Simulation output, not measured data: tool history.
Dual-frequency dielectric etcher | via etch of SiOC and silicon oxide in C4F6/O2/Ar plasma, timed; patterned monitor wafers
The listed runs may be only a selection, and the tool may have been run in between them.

run,day,source power (W),bias power (W),etch time (s),mean etch depth across the wafer (Å)
1,0.000,380,236,54,555.95
2,0.112,380,236,54,554.57
3,0.200,350,229,54,527.13
4,0.346,330,227,54,514.98
5,0.442,330,250,54,532.10
# day 0.633: wet clean of the chamber
6,0.633,330,250,49,506.43
7,0.762,310,249,49,498.95

What does the tool deliver on the next run?
8,1.058,300,247,49,?

Run 8 measured mean etch depth across the wafer (Å) 493.64.
